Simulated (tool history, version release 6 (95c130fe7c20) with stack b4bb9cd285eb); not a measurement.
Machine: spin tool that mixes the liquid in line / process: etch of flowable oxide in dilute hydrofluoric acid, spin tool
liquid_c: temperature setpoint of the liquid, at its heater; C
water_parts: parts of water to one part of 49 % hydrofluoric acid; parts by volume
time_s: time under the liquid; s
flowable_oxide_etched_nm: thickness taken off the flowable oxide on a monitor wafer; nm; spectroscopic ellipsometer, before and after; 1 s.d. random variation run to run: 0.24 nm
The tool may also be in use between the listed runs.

| run | hour | liquid_c | water_parts | time_s | flowable_oxide_etched_nm |
|---|---|---|---|---|---|
| 1 | 0.0 | 22.0 | 45 | 55 | 47.929 |
| 2 | 8.7 | 23.5 | 45 | 55 | 50.813 |
| 3 | 16.1 | 22.0 | 45 | 55 | 47.919 |
| 4 | 19.6 | 22.0 | 45 | 60 | 52.550 |
| 5 | 22.0 | 22.0 | 45 | 60 | 52.384 |
| 6 | 27.1 | 19.0 | 45 | 60 | 46.124 |
| 7 | 31.3 | 20.5 | 45 | 60 | 49.230 |

Predict the results of run 8:
|  | 38.0 | hydrofluoric acid flow meter replaced |
| 8 | 38.0 | 24.5 | 45 | 60 | ? |

flowable_oxide_etched_nm: 55.159 nm
